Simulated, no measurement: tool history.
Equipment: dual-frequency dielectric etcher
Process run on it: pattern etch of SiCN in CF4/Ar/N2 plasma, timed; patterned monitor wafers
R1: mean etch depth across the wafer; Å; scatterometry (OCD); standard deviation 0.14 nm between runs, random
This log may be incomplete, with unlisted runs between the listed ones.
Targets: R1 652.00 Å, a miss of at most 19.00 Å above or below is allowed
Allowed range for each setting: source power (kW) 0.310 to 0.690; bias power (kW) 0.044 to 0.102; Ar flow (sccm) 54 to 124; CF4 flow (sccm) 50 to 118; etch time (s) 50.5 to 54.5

run 1 hour=0.0 | source_power_(kW)=0.500 bias_power_(kW)=0.073 Ar_flow_(sccm)=89 CF4_flow_(sccm)=84 etch_time_(s)=54.5 | R1=546.14
run 2 hour=4.8 | source_power_(kW)=0.510 bias_power_(kW)=0.073 Ar_flow_(sccm)=89 CF4_flow_(sccm)=84 etch_time_(s)=54.5 | R1=554.79
run 3 hour=8.1 | source_power_(kW)=0.510 bias_power_(kW)=0.073 Ar_flow_(sccm)=73 CF4_flow_(sccm)=84 etch_time_(s)=54.5 | R1=569.65
run 4 hour=10.8 | source_power_(kW)=0.510 bias_power_(kW)=0.073 Ar_flow_(sccm)=57 CF4_flow_(sccm)=84 etch_time_(s)=54.5 | R1=583.20
run 5 hour=15.6 | source_power_(kW)=0.520 bias_power_(kW)=0.073 Ar_flow_(sccm)=57 CF4_flow_(sccm)=84 etch_time_(s)=54.5 | R1=594.90
run 6 hour=21.8 | source_power_(kW)=0.520 bias_power_(kW)=0.073 Ar_flow_(sccm)=57 CF4_flow_(sccm)=84 etch_time_(s)=54.5 | R1=593.05
run 7 hour=23.3 | source_power_(kW)=0.530 bias_power_(kW)=0.073 Ar_flow_(sccm)=57 CF4_flow_(sccm)=84 etch_time_(s)=54.5 | R1=604.92
run 8 hour=25.4 | source_power_(kW)=0.540 bias_power_(kW)=0.073 Ar_flow_(sccm)=57 CF4_flow_(sccm)=84 etch_time_(s)=54.5 | R1=610.36
run 9 hour=27.7 | source_power_(kW)=0.550 bias_power_(kW)=0.073 Ar_flow_(sccm)=57 CF4_flow_(sccm)=84 etch_time_(s)=54.5 | R1=619.36

Which single option among these 4 for the next run brings every result within its allowed miss of target? Just one does.
run A hour=30.0 | source_power_(kW)=0.580 bias_power_(kW)=0.067 Ar_flow_(sccm)=57 CF4_flow_(sccm)=83 etch_time_(s)=50.5 | R1=?
run B hour=30.0 | source_power_(kW)=0.660 bias_power_(kW)=0.071 Ar_flow_(sccm)=66 CF4_flow_(sccm)=74 etch_time_(s)=51.0 | R1=?
run C hour=30.0 | source_power_(kW)=0.560 bias_power_(kW)=0.069 Ar_flow_(sccm)=54 CF4_flow_(sccm)=78 etch_time_(s)=52.5 | R1=?
run D hour=30.0 | source_power_(kW)=0.560 bias_power_(kW)=0.075 Ar_flow_(sccm)=58 CF4_flow_(sccm)=84 etch_time_(s)=52.5 | R1=?

move=A R1=583.66
move=B R1=645.29
move=C R1=592.28
move=D R1=613.10
A: lands further from the targets than the last run did
B: all results in spec
C: lands further from the targets than the last run did
D: lands further from the targets than the last run did
Correct choice: B, which meets every target
